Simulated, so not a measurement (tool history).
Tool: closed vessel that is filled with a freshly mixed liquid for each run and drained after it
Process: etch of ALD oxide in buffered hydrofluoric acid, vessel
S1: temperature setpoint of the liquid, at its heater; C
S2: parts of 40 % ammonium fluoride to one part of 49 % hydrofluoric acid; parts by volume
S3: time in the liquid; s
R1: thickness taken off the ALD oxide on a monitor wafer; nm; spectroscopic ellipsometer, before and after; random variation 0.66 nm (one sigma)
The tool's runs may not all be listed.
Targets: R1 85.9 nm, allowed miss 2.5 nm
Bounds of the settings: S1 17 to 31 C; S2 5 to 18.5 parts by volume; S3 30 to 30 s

run 1 hour=0 | S1=23 S2=11.5 S3=30 | R1=63.505
run 2 hour=3.5 | S1=24.5 S2=11.5 S3=30 | R1=67.601
run 3 hour=5.2 | S1=26 S2=11.5 S3=30 | R1=73.216
run 4 hour=11.6 | S1=26 S2=14 S3=30 | R1=60.85
run 5 hour=20.7 | S1=27.5 S2=13.5 S3=30 | R1=67.957
run 6 hour=22.5 | S1=28.5 S2=13 S3=30 | R1=75.087
run 7 hour=24.3 | S1=29.5 S2=13 S3=30 | R1=79.52
run 8 hour=27.7 | S1=30 S2=13 S3=30 | R1=81.296

4 next moves are on the table. One of them brings every result within its allowed miss. Which?
run A hour=31.1 | S1=28 S2=11.5 S3=30 | R1=?
run B hour=31.1 | S1=31 S2=13 S3=30 | R1=?
run C hour=31.1 | S1=29.5 S2=13 S3=30 | R1=?
run D hour=31.1 | S1=31 S2=14 S3=30 | R1=?

move=A R1=82.489
move=B R1=85.712
move=C R1=79.228
move=D R1=79.72
A: nearer than the last run, and not there yet
B: meets every target
C: further off than the last run
D: further off than the last run
Answer: B
